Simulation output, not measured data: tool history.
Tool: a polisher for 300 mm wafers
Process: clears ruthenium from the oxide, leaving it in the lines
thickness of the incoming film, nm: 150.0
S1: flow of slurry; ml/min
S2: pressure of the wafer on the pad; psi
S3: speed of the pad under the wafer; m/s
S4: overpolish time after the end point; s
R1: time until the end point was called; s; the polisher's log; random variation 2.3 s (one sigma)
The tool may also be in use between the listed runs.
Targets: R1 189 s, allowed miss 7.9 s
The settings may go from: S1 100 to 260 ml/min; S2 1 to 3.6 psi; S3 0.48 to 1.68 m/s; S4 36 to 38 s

Run 1, day 0: S1 165 ml/min, S2 2.3 psi, S3 1.08 m/s, S4 36 s. Result: R1 105.12 s.
Run 2, day 0.046: S1 120 ml/min, S2 2.3 psi, S3 1.08 m/s, S4 36 s. Result: R1 110.59 s.
Run 3, day 0.221: S1 120 ml/min, S2 2.3 psi, S3 1.32 m/s, S4 36 s. Result: R1 91.409 s.
Run 4, day 0.312: S1 115 ml/min, S2 1.9 psi, S3 1.26 m/s, S4 36 s. Result: R1 106.51 s.
Run 5, day 0.35: S1 150 ml/min, S2 1.9 psi, S3 1.26 m/s, S4 36 s. Result: R1 102.68 s.
Run 6, day 0.567: S1 150 ml/min, S2 1.3 psi, S3 1.26 m/s, S4 36 s. Result: R1 130.23 s.
Run 7, day 0.708: S1 145 ml/min, S2 1.2 psi, S3 1.18 m/s, S4 36 s. Result: R1 148.07 s.
Run 8, day 0.858: S1 140 ml/min, S2 1.1 psi, S3 1.14 m/s, S4 36 s. Result: R1 158.74 s.

4 next moves are on the table. One of them brings every result within its allowed miss. Which?
Run A, day 1.008: S1 190 ml/min, S2 1 psi, S3 0.96 m/s, S4 38 s. Result: R1 ?.
Run B, day 1.008: S1 150 ml/min, S2 1 psi, S3 1.14 m/s, S4 36 s. Result: R1 ?.
Run C, day 1.008: S1 135 ml/min, S2 1 psi, S3 0.92 m/s, S4 38 s. Result: R1 ?.
Run D, day 1.008: S1 160 ml/min, S2 1.1 psi, S3 1.04 m/s, S4 38 s. Result: R1 ?.

move      R1
   A   190.8
   B  167.21
   C  207.78
   D  172.54
A: meets every target
B: nearer than the last run, and not there yet
C: takes the result that was furthest off past its target
D: nearer than the last run, and not there yet
The right move is A.
